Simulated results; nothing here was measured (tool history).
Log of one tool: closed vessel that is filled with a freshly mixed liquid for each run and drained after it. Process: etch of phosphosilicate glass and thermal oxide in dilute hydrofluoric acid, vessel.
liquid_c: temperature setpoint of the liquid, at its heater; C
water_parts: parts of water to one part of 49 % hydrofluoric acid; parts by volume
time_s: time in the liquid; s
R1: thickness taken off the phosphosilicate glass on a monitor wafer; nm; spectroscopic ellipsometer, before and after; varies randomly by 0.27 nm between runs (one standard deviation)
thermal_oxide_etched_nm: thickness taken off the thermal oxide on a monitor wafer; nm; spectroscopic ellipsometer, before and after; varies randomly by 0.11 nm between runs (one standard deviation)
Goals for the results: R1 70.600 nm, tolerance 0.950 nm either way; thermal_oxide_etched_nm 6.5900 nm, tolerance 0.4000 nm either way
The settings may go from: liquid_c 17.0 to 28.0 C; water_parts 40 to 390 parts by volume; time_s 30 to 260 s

{"run": 1, "hour": 0.0, "liquid_c": 20.0, "water_parts": 215, "time_s": 130, "R1": 24.825, "thermal_oxide_etched_nm": 2.3261}
{"run": 2, "hour": 3.8, "liquid_c": 20.0, "water_parts": 145, "time_s": 130, "R1": 39.38, "thermal_oxide_etched_nm": 3.739}
{"run": 3, "hour": 12.6, "liquid_c": 21.0, "water_parts": 140, "time_s": 130, "R1": 42.652, "thermal_oxide_etched_nm": 3.9266}
{"run": 4, "hour": 20.3, "liquid_c": 22.0, "water_parts": 135, "time_s": 130, "R1": 46.207, "thermal_oxide_etched_nm": 4.2697}
{"run": 5, "hour": 24.8, "liquid_c": 22.0, "water_parts": 135, "time_s": 175, "R1": 62.594, "thermal_oxide_etched_nm": 5.6985}
{"run": 6, "hour": 25.4, "liquid_c": 22.5, "water_parts": 135, "time_s": 175, "R1": 63.624, "thermal_oxide_etched_nm": 5.9197}
{"run": 7, "hour": 28.0, "liquid_c": 23.0, "water_parts": 135, "time_s": 175, "R1": 65.331, "thermal_oxide_etched_nm": 5.9603}
{"run": 8, "hour": 35.5, "liquid_c": 24.0, "water_parts": 135, "time_s": 175, "R1": 67.294, "thermal_oxide_etched_nm": 6.3759}
{"run": 9, "hour": 40.6, "liquid_c": 24.5, "water_parts": 135, "time_s": 175, "R1": 68.473, "thermal_oxide_etched_nm": 6.5514}

5 candidate next runs follow, results not yet known. Just one meets every target within its allowed miss. Identify it.
{"run": "A", "hour": 45.7, "liquid_c": 27.0, "water_parts": 140, "time_s": 165, "R1": "?", "thermal_oxide_etched_nm": "?"}
{"run": "B", "hour": 45.7, "liquid_c": 23.5, "water_parts": 125, "time_s": 170, "R1": "?", "thermal_oxide_etched_nm": "?"}
{"run": "C", "hour": 45.7, "liquid_c": 24.5, "water_parts": 145, "time_s": 190, "R1": "?", "thermal_oxide_etched_nm": "?"}
{"run": "D", "hour": 45.7, "liquid_c": 26.5, "water_parts": 175, "time_s": 215, "R1": "?", "thermal_oxide_etched_nm": "?"}
{"run": "E", "hour": 45.7, "liquid_c": 24.0, "water_parts": 150, "time_s": 200, "R1": "?", "thermal_oxide_etched_nm": "?"}

move=A R1=68.587 thermal_oxide_etched_nm=6.3255
move=B R1=70.497 thermal_oxide_etched_nm=6.5016
move=C R1=68.970 thermal_oxide_etched_nm=6.3608
move=D R1=67.287 thermal_oxide_etched_nm=6.2055
move=E R1=68.457 thermal_oxide_etched_nm=6.3134
A: nearer than the last run, and not there yet
B: all results land within tolerance of their targets
C: nearer than the last run, and not there yet
D: further off than the last run
E: about the same distance from the targets as the last run
Correct choice: B, which meets every target
